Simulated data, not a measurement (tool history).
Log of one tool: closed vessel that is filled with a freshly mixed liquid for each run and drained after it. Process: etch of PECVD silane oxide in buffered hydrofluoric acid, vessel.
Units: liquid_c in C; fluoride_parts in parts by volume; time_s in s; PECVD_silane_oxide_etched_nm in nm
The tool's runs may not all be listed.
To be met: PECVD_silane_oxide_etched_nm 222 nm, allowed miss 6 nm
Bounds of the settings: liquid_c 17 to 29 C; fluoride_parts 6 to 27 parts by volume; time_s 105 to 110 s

run	hour	liquid_c	fluoride_parts	time_s	PECVD_silane_oxide_etched_nm
1	0	21	16.5	105	89.738
2	3.8	22	15.5	105	101.83
3	5.5	23.5	15.5	105	110.31
4	11.4	23.5	15.5	105	109.55
5	13.5	24	14.5	105	121.81
6	17.4	24	14.5	105	120.2
7	20	24.5	13.5	105	134.48
8	24.7	25	13	105	141.41
9	27.2	29	8	105	273.02
10	31.9	25.5	8	105	229.85

4 next moves are on the table. One of them brings every result within its allowed miss. Which?
A	36.6	28.5	9	105	?
B	36.6	26	8	105	?
C	36.6	26	8.5	105	?
D	36.6	26.5	8.5	110	?

move	PECVD_silane_oxide_etched_nm
A	238.34
B	236.99
C	221.93
D	238.82
A: further off than the last run
B: further off than the last run
C: meets every target
D: further off than the last run
The right move is C.
